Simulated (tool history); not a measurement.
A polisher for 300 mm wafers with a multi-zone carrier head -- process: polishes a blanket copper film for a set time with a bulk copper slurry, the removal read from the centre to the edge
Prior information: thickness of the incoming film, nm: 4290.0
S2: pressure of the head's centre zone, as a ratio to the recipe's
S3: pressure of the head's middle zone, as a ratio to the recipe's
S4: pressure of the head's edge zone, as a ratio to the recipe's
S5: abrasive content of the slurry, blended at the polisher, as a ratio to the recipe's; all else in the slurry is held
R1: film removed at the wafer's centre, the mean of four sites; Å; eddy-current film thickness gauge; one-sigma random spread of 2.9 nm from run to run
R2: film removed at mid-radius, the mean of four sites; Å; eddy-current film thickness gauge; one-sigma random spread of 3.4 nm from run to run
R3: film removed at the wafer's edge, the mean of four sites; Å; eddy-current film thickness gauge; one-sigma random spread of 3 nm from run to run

Run 1, hour 0.0: flow of slurry (ml/min) 150, S2 1.00, S3 1.00, S4 1.00, S5 1.00, polishing time (s) 48. Result: R1 5202.5 Å, R2 4685.0 Å, R3 4602.7 Å.
Run 2, hour 2.4: flow of slurry (ml/min) 150, S2 1.00, S3 1.00, S4 1.09, S5 1.00, polishing time (s) 48. Result: R1 5028.1 Å, R2 4638.2 Å, R3 4730.1 Å.
Run 3, hour 8.2: flow of slurry (ml/min) 145, S2 0.97, S3 1.03, S4 1.09, S5 0.95, polishing time (s) 45. Result: R1 4407.5 Å, R2 4484.2 Å, R3 4447.0 Å.
Run 4, hour 14.5: flow of slurry (ml/min) 145, S2 1.00, S3 1.03, S4 1.09, S5 0.95, polishing time (s) 45. Result: R1 4674.1 Å, R2 4413.2 Å, R3 4431.1 Å.
Run 5, hour 16.6: flow of slurry (ml/min) 145, S2 0.97, S3 1.05, S4 1.06, S5 0.90, polishing time (s) 43. Result: R1 4273.7 Å, R2 4194.5 Å, R3 4177.3 Å.
Run 6, hour 23.1: flow of slurry (ml/min) 140, S2 0.95, S3 1.07, S4 1.04, S5 0.95, polishing time (s) 40. Result: R1 3911.3 Å, R2 3990.5 Å, R3 3769.7 Å.
Run 7, hour 29.8: flow of slurry (ml/min) 135, S2 0.93, S3 1.09, S4 1.05, S5 0.95, polishing time (s) 39. Result: R1 3670.1 Å, R2 4029.8 Å, R3 3754.0 Å.
Run 8, hour 34.3: flow of slurry (ml/min) 130, S2 0.91, S3 1.11, S4 1.04, S5 0.90, polishing time (s) 38. Result: R1 3376.1 Å, R2 3815.3 Å, R3 3503.5 Å.
Run 9, hour 39.8: flow of slurry (ml/min) 125, S2 0.89, S3 1.12, S4 1.03, S5 0.85, polishing time (s) 38. Result: R1 3241.7 Å, R2 3821.2 Å, R3 3454.6 Å.
Run 10, hour 48.5: flow of slurry (ml/min) 120, S2 0.88, S3 1.13, S4 1.02, S5 0.80, polishing time (s) 37. Result: R1 3065.2 Å, R2 3566.2 Å, R3 3205.1 Å.

Run 11 comes next. What will it give?
Run 11, hour 50.9: flow of slurry (ml/min) 115, S2 0.87, S3 1.14, S4 1.02, S5 0.80, polishing time (s) 36. Result: R1 ?, R2 ?, R3 ?.

{"run 11": {"R1": 2941.8, "R2": 3454.0, "R3": 3102.6}}

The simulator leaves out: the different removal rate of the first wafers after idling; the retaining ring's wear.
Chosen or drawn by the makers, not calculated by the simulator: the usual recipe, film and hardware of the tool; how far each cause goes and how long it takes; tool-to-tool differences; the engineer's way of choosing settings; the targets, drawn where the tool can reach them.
